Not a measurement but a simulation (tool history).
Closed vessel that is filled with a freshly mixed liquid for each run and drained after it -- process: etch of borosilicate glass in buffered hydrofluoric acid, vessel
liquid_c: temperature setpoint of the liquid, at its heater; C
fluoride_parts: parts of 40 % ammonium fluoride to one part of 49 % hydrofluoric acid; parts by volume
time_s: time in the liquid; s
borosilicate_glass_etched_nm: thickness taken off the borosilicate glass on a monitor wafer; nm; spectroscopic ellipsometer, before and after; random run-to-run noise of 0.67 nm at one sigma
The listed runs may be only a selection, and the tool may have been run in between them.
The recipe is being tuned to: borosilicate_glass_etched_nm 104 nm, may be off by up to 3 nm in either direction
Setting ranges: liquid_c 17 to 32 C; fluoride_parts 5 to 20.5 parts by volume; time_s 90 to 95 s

Run 1, hour 0: liquid_c 24 C, fluoride_parts 12.5 parts by volume, time_s 90 s. Result: borosilicate_glass_etched_nm 87.132 nm.
Run 2, hour 5.8: liquid_c 24 C, fluoride_parts 12.5 parts by volume, time_s 95 s. Result: borosilicate_glass_etched_nm 94.051 nm.
Run 3, hour 11.5: liquid_c 21.5 C, fluoride_parts 12.5 parts by volume, time_s 95 s. Result: borosilicate_glass_etched_nm 81.244 nm.
Run 4, hour 19.8: liquid_c 22 C, fluoride_parts 12.5 parts by volume, time_s 95 s. Result: borosilicate_glass_etched_nm 83.141 nm.
Run 5, hour 27.4: liquid_c 22.5 C, fluoride_parts 12.5 parts by volume, time_s 95 s. Result: borosilicate_glass_etched_nm 86.966 nm.
Run 6, hour 30.3: liquid_c 22.5 C, fluoride_parts 11 parts by volume, time_s 95 s. Result: borosilicate_glass_etched_nm 96.988 nm.
Run 7, hour 36.1: liquid_c 22.5 C, fluoride_parts 11 parts by volume, time_s 95 s. Result: borosilicate_glass_etched_nm 97.364 nm.
Run 8, hour 41.9: liquid_c 23 C, fluoride_parts 11 parts by volume, time_s 95 s. Result: borosilicate_glass_etched_nm 99.904 nm.

Which one of the following 5 next-run settings gets every result inside its allowed miss? There is exactly one.
Run A, hour 47.7: liquid_c 22.5 C, fluoride_parts 10.5 parts by volume, time_s 90 s. Result: borosilicate_glass_etched_nm ?.
Run B, hour 47.7: liquid_c 23.5 C, fluoride_parts 11 parts by volume, time_s 90 s. Result: borosilicate_glass_etched_nm ?.
Run C, hour 47.7: liquid_c 24 C, fluoride_parts 11 parts by volume, time_s 95 s. Result: borosilicate_glass_etched_nm ?.
Run D, hour 47.7: liquid_c 25.5 C, fluoride_parts 12 parts by volume, time_s 90 s. Result: borosilicate_glass_etched_nm ?.
Run E, hour 47.7: liquid_c 20 C, fluoride_parts 9.5 parts by volume, time_s 95 s. Result: borosilicate_glass_etched_nm ?.

move  borosilicate_glass_etched_nm
   A                        95.758
   B                        96.518
   C                        104.65
   D                        98.555
   E                        95.712
A: lands further from the targets than the last run did
B: lands further from the targets than the last run did
C: all results in spec
D: lands further from the targets than the last run did
E: lands further from the targets than the last run did
C is the move that brings every result within its allowed miss.

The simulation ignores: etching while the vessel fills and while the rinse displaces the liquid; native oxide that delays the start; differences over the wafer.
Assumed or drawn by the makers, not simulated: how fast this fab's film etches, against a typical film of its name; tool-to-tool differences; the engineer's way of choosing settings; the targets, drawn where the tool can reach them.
